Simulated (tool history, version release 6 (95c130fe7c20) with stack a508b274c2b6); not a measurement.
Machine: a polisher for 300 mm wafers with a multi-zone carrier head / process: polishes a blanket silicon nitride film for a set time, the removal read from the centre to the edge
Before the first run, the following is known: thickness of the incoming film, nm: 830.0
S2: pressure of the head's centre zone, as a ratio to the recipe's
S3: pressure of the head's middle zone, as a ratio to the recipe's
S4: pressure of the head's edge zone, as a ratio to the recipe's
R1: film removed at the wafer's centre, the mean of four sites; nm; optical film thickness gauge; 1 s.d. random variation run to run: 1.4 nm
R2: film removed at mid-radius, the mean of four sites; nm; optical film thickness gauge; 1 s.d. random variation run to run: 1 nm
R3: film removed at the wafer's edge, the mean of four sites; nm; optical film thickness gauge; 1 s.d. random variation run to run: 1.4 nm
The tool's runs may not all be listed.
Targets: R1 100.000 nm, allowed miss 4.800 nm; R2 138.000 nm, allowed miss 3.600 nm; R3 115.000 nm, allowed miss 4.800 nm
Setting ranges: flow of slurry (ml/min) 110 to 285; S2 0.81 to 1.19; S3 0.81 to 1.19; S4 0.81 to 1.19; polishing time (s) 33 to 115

Run 1, day 0.000: flow of slurry (ml/min) 180, S2 1.00, S3 1.00, S4 1.00, polishing time (s) 73. Result: R1 85.604 nm, R2 87.398 nm, R3 86.090 nm.
Run 2, day 0.271: flow of slurry (ml/min) 220, S2 1.00, S3 1.00, S4 1.00, polishing time (s) 73. Result: R1 85.558 nm, R2 88.605 nm, R3 87.646 nm.
Run 3, day 0.475: flow of slurry (ml/min) 220, S2 1.06, S3 1.00, S4 1.00, polishing time (s) 73. Result: R1 95.240 nm, R2 89.593 nm, R3 87.609 nm.
Run 4, day 0.500: flow of slurry (ml/min) 220, S2 1.06, S3 0.96, S4 1.00, polishing time (s) 73. Result: R1 91.160 nm, R2 86.158 nm, R3 88.037 nm.
Run 5, day 0.800: flow of slurry (ml/min) 225, S2 1.02, S3 1.00, S4 1.00, polishing time (s) 76. Result: R1 94.408 nm, R2 91.233 nm, R3 90.427 nm.
Run 6, day 1.054: flow of slurry (ml/min) 205, S2 0.98, S3 1.03, S4 1.00, polishing time (s) 80. Result: R1 95.671 nm, R2 100.370 nm, R3 96.652 nm.
Run 7, day 1.342: flow of slurry (ml/min) 205, S2 0.95, S3 1.06, S4 1.00, polishing time (s) 82. Result: R1 92.834 nm, R2 104.440 nm, R3 97.944 nm.
Run 8, day 1.388: flow of slurry (ml/min) 205, S2 0.93, S3 1.08, S4 1.00, polishing time (s) 84. Result: R1 93.291 nm, R2 108.710 nm, R3 100.400 nm.
Run 9, day 1.412: flow of slurry (ml/min) 205, S2 0.92, S3 1.10, S4 1.00, polishing time (s) 86. Result: R1 96.053 nm, R2 115.060 nm, R3 100.980 nm.
Run 10, day 1.771: flow of slurry (ml/min) 205, S2 0.91, S3 1.11, S4 1.02, polishing time (s) 87. Result: R1 94.610 nm, R2 114.300 nm, R3 105.180 nm.
Run 11, day 1.938: flow of slurry (ml/min) 205, S2 0.90, S3 1.12, S4 1.02, polishing time (s) 88. Result: R1 95.711 nm, R2 116.060 nm, R3 104.900 nm.
Run 12, day 1.975: flow of slurry (ml/min) 205, S2 0.89, S3 1.13, S4 1.01, polishing time (s) 90. Result: R1 98.919 nm, R2 120.270 nm, R3 108.490 nm.
Run 13, day 2.325: flow of slurry (ml/min) 255, S2 0.81, S3 1.19, S4 0.96, polishing time (s) 93. Result: R1 93.154 nm, R2 133.990 nm, R3 109.460 nm.

Next run, 5 choices. One meets every target within its allowed miss, the rest don't. Which?
Run A, day 2.675: flow of slurry (ml/min) 275, S2 0.88, S3 1.10, S4 0.90, polishing time (s) 101. Result: R1 ?, R2 ?, R3 ?.
Run B, day 2.675: flow of slurry (ml/min) 285, S2 0.83, S3 1.17, S4 0.94, polishing time (s) 96. Result: R1 ?, R2 ?, R3 ?.
Run C, day 2.675: flow of slurry (ml/min) 275, S2 0.82, S3 1.19, S4 0.82, polishing time (s) 94. Result: R1 ?, R2 ?, R3 ?.
Run D, day 2.675: flow of slurry (ml/min) 245, S2 0.86, S3 1.11, S4 0.98, polishing time (s) 97. Result: R1 ?, R2 ?, R3 ?.
Run E, day 2.675: flow of slurry (ml/min) 220, S2 0.93, S3 1.11, S4 1.03, polishing time (s) 99. Result: R1 ?, R2 ?, R3 ?.

move       R1       R2       R3
   A  108.270  137.250  116.630
   B   97.423  138.050  112.810
   C   93.899  136.740  104.940
   D  100.350  131.350  114.600
   E  109.460  132.510  118.230
A: takes the biggest miss from the last run beyond its target
B: all results in spec
C: misses by more than the last run did
D: corrects the largest miss of the last run, while another result sits out of spec
E: takes the biggest miss from the last run beyond its target
B is the move that brings every result within its allowed miss.

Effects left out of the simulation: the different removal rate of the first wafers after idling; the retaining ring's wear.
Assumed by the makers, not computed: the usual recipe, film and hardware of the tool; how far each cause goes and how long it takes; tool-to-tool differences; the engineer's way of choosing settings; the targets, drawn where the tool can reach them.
